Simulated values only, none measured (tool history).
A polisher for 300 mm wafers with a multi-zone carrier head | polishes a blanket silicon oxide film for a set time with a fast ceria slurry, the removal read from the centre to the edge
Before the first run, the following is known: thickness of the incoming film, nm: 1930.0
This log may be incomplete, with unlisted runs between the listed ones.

| run | hour | flow of slurry (ml/min) | pressure of the head's centre zone | pressure of the head's middle zone | pressure of the head's edge zone | polishing time (s) | film removed at the wafer's centre (angstrom) | film removed at mid-radius (angstrom) | film removed at the wafer's edge (angstrom) |
|---|---|---|---|---|---|---|---|---|---|
| 1 | 0 | 225 | 1 | 1 | 1 | 36 | 6099.9 | 6277.6 | 6253.1 |
| 2 | 2.9 | 225 | 1 | 1.07 | 1 | 36 | 5990.8 | 6516.1 | 6092.9 |
| 3 | 5.6 | 230 | 0.98 | 1.07 | 1.03 | 37 | 6181.9 | 6752.3 | 6246.9 |
| 4 | 7.4 | 230 | 0.98 | 1.07 | 1.03 | 30 | 4958.5 | 5520.9 | 5163.8 |
| 5 | 11.2 | 230 | 1.03 | 1.07 | 1.03 | 30 | 5208.7 | 5359 | 5173.6 |
| 6 | 17.3 | 230 | 0.98 | 1.07 | 1.03 | 30 | 4974.7 | 5295.1 | 5235.6 |
| 7 | 26.4 | 225 | 0.95 | 1.06 | 1.04 | 33 | 5309.2 | 5907.5 | 5847.5 |
| 8 | 31.6 | 225 | 0.93 | 1.06 | 1.06 | 34 | 5255.8 | 6017.2 | 5911.1 |
| 9 | 39.3 | 225 | 0.92 | 1.05 | 1.07 | 36 | 5554.9 | 6220.8 | 6403 |
| 10 | 45.1 | 230 | 0.91 | 1.05 | 1.08 | 37 | 5735.1 | 6357.2 | 6527 |
| 11 | 51.2 | 225 | 0.9 | 1.05 | 1.08 | 38 | 5631.8 | 6526.7 | 6784.8 |

The next listed run, before its measurement:
| 12 | 57.9 | 230 | 0.9 | 1.05 | 1.08 | 39 | ? | ? | ? |

film removed at the wafer's centre (angstrom): 5914.3
film removed at mid-radius (angstrom): 7112.7
film removed at the wafer's edge (angstrom): 6923
